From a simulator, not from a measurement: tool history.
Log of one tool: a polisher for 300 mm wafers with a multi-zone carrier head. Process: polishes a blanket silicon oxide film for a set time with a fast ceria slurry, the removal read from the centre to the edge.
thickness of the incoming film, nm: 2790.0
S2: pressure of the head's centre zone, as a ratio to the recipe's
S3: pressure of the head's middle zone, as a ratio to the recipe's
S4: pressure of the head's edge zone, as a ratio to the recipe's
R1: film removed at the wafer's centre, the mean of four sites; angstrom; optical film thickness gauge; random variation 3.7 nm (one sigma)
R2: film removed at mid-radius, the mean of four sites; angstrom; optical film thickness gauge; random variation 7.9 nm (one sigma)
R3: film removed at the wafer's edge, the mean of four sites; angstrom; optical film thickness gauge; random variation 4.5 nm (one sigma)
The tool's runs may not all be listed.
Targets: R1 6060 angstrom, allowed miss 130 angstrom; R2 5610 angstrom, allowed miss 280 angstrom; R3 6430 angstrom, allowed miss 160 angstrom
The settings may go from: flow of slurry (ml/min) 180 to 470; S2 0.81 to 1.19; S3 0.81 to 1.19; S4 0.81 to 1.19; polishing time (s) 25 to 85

run 1 hour=0 | flow_of_slurry_(ml/min)=300 S2=1 S3=1 S4=1 polishing_time_(s)=55 | R1=6396.2 R2=6939.3 R3=6937.3
run 2 hour=4.9 | flow_of_slurry_(ml/min)=295 S2=1 S3=0.97 S4=0.99 polishing_time_(s)=55 | R1=6385.3 R2=6898.1 R3=6877.8
run 3 hour=12.7 | flow_of_slurry_(ml/min)=295 S2=1.01 S3=0.95 S4=1 polishing_time_(s)=54 | R1=6335.6 R2=6565.7 R3=6862.2
run 4 hour=16.6 | flow_of_slurry_(ml/min)=290 S2=1.01 S3=0.93 S4=0.99 polishing_time_(s)=54 | R1=6313.2 R2=6176.4 R3=6700.8
run 5 hour=21.9 | flow_of_slurry_(ml/min)=290 S2=0.93 S3=0.93 S4=0.99 polishing_time_(s)=54 | R1=5779.7 R2=6406.7 R3=6833.3
run 6 hour=28.4 | flow_of_slurry_(ml/min)=315 S2=0.93 S3=0.93 S4=0.99 polishing_time_(s)=54 | R1=5892.3 R2=6405.4 R3=6841.6
run 7 hour=36.4 | flow_of_slurry_(ml/min)=315 S2=0.93 S3=0.93 S4=0.99 polishing_time_(s)=54 | R1=5850.2 R2=6405.2 R3=6767
run 8 hour=37.1 | flow_of_slurry_(ml/min)=320 S2=0.93 S3=0.92 S4=0.98 polishing_time_(s)=54 | R1=5891.1 R2=6300.7 R3=6745.9
-- hour=45.4 centre zone pressure recalibrated
run 9 hour=45.4 | flow_of_slurry_(ml/min)=325 S2=0.93 S3=0.91 S4=0.97 polishing_time_(s)=54 | R1=6405 R2=6359.6 R3=6713.8
run 10 hour=52.4 | flow_of_slurry_(ml/min)=320 S2=0.93 S3=0.9 S4=0.97 polishing_time_(s)=54 | R1=6343.9 R2=6182.9 R3=6708.2

5 next moves are on the table. One of them brings every result within its allowed miss. Which?
run A hour=59.4 | flow_of_slurry_(ml/min)=275 S2=0.93 S3=0.81 S4=0.97 polishing_time_(s)=49 | R1=? R2=? R3=?
run B hour=59.4 | flow_of_slurry_(ml/min)=300 S2=0.95 S3=0.87 S4=1.03 polishing_time_(s)=50 | R1=? R2=? R3=?
run C hour=59.4 | flow_of_slurry_(ml/min)=365 S2=0.9 S3=0.95 S4=0.96 polishing_time_(s)=53 | R1=? R2=? R3=?
run D hour=59.4 | flow_of_slurry_(ml/min)=330 S2=0.95 S3=0.83 S4=0.95 polishing_time_(s)=52 | R1=? R2=? R3=?
run E hour=59.4 | flow_of_slurry_(ml/min)=325 S2=0.95 S3=0.85 S4=1.01 polishing_time_(s)=54 | R1=? R2=? R3=?

move=A R1=5746.3 R2=5112.2 R3=6127.2
move=B R1=6031.9 R2=5562.6 R3=6414.6
move=C R1=6141.8 R2=6425.5 R3=6683.4
move=D R1=6314.3 R2=5600.7 R3=6511.7
move=E R1=6551 R2=5924.6 R3=6906.9
A: takes the result that was furthest off past its target
B: meets every target
C: brings the result that was furthest off to its target, and leaves another outside
D: nearer than the last run, and not there yet
E: further off than the last run
The right move is B.
